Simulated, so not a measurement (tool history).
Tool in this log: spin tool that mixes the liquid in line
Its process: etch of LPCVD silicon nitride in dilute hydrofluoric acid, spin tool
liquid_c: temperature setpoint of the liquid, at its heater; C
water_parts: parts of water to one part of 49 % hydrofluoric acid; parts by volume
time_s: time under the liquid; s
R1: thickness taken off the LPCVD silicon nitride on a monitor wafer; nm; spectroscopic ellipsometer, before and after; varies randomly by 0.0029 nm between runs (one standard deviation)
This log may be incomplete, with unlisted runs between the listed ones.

Run 1, hour 0: liquid_c 23 C, water_parts 75 parts by volume, time_s 40 s. Result: R1 0.2092 nm.
Run 2, hour 4.3: liquid_c 22.5 C, water_parts 80 parts by volume, time_s 40 s. Result: R1 0.19477 nm.
Run 3, hour 9.5: liquid_c 25.5 C, water_parts 80 parts by volume, time_s 40 s. Result: R1 0.23468 nm.
Run 4, hour 12.8: liquid_c 24.5 C, water_parts 85 parts by volume, time_s 40 s. Result: R1 0.2232 nm.
Run 5, hour 16.3: liquid_c 27.5 C, water_parts 85 parts by volume, time_s 40 s. Result: R1 0.25665 nm.
Run 6, hour 21.6: liquid_c 26.5 C, water_parts 90 parts by volume, time_s 35 s. Result: R1 0.19819 nm.
Run 7, hour 27.2: liquid_c 25.5 C, water_parts 95 parts by volume, time_s 35 s. Result: R1 0.17247 nm.
Run 8, hour 32.7: liquid_c 24.5 C, water_parts 95 parts by volume, time_s 35 s. Result: R1 0.16252 nm.
Run 9, hour 39.2: liquid_c 24 C, water_parts 95 parts by volume, time_s 35 s. Result: R1 0.15711 nm.
Run 10, hour 42.8: liquid_c 23.5 C, water_parts 95 parts by volume, time_s 35 s. Result: R1 0.1591 nm.
Run 11, hour 47.8: liquid_c 23 C, water_parts 100 parts by volume, time_s 35 s. Result: R1 0.14301 nm.
Run 12, hour 53.9: liquid_c 23 C, water_parts 100 parts by volume, time_s 35 s. Result: R1 0.13837 nm.
Run 13, hour 59: liquid_c 22.5 C, water_parts 100 parts by volume, time_s 35 s. Result: R1 0.13368 nm.
Run 14, hour 60.6: liquid_c 22 C, water_parts 100 parts by volume, time_s 35 s. Result: R1 0.13878 nm.
Run 15, hour 64.5: liquid_c 21.5 C, water_parts 105 parts by volume, time_s 35 s. Result: R1 0.12076 nm.

Predict the results of run 16:
Run 16, hour 73.3: liquid_c 21 C, water_parts 105 parts by volume, time_s 35 s. Result: R1 ?.

R1: 0.12122 nm

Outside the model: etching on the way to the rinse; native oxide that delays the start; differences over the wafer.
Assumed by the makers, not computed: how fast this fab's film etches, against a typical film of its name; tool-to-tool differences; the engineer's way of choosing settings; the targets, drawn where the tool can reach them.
